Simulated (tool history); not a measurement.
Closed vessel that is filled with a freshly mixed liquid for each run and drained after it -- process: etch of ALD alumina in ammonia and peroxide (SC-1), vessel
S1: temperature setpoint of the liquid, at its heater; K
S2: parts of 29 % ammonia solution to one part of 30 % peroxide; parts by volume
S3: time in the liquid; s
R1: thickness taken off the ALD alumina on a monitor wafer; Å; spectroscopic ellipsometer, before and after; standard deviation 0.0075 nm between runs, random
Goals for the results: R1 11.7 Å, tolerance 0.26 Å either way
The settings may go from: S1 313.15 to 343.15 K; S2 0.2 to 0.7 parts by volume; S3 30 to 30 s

| run | hour | S1 | S2 | S3 | R1 |
|---|---|---|---|---|---|
| 1 | 0 | 329.15 | 0.4 | 30 | 22.448 |
| 2 | 3.9 | 329.15 | 0.45 | 30 | 22.722 |
| 3 | 11.1 | 329.15 | 0.45 | 30 | 22.694 |
| 4 | 19.5 | 326.65 | 0.45 | 30 | 19.761 |
| 5 | 26.4 | 326.65 | 0.55 | 30 | 20.412 |
| 6 | 32 | 324.65 | 0.55 | 30 | 18.112 |
| 7 | 34.3 | 323.15 | 0.55 | 30 | 16.966 |
| 8 | 36.8 | 321.65 | 0.55 | 30 | 15.43 |
| 9 | 45.1 | 320.65 | 0.55 | 30 | 14.785 |
| 10 | 50.9 | 319.65 | 0.55 | 30 | 13.885 |
| 11 | 53.5 | 319.15 | 0.55 | 30 | 13.249 |
| 12 | 56.2 | 318.65 | 0.55 | 30 | 12.935 |
| 13 | 59.7 | 318.15 | 0.55 | 30 | 12.752 |
| 14 | 65.8 | 317.65 | 0.55 | 30 | 12.241 |
| 15 | 69.9 | 317.15 | 0.55 | 30 | 12.008 |
| 16 | 76.8 | 317.15 | 0.55 | 30 | 12.022 |

Below are 4 possible settings for the next run. Only one of them brings all results inside the allowed miss of their targets. Which is it?
| A | 83.7 | 316.65 | 0.6 | 30 | ? |
| B | 83.7 | 317.15 | 0.7 | 30 | ? |
| C | 83.7 | 318.15 | 0.5 | 30 | ? |
| D | 83.7 | 318.15 | 0.4 | 30 | ? |

| move | R1 |
|---|---|
| A | 11.776 |
| B | 12.298 |
| C | 12.611 |
| D | 12.346 |
A: hits every target within its allowed miss
B: lands further from the targets than the last run did
C: lands further from the targets than the last run did
D: lands further from the targets than the last run did
Answer: A

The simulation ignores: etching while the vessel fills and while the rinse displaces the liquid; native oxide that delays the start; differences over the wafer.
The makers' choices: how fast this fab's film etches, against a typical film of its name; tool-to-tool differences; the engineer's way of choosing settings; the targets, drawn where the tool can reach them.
